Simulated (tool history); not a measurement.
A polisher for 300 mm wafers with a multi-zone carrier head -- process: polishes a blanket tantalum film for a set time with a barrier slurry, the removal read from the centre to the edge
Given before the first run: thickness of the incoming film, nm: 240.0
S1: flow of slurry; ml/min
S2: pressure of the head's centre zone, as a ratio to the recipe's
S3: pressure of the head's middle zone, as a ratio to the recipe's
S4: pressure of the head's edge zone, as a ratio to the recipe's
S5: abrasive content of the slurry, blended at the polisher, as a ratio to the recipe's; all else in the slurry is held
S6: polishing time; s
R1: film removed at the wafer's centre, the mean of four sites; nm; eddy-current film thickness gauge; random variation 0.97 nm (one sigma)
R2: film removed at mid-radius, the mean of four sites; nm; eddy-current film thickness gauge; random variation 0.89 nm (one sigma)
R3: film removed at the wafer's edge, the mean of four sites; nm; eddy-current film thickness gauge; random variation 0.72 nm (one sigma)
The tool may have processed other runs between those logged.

run,hour,S1,S2,S3,S4,S5,S6,R1,R2,R3
1,0.0,190,1.00,1.00,1.00,1.00,58,72.901,70.089,72.332
2,4.6,190,0.94,1.00,1.00,1.00,58,68.196,71.974,71.860
3,10.1,230,0.94,1.00,1.00,1.00,58,69.538,74.287,73.343
4,11.7,230,0.94,1.00,1.02,1.05,58,71.525,74.081,74.880
5,17.9,200,0.94,1.00,1.02,1.05,58,68.931,74.486,75.223
6,25.6,200,0.98,1.00,1.02,1.05,58,72.188,73.461,73.783

Forecast run 7:
7,29.5,200,0.98,0.99,1.03,1.10,59,?,?,?

R1: 75.383 nm
R2: 75.082 nm
R3: 77.033 nm
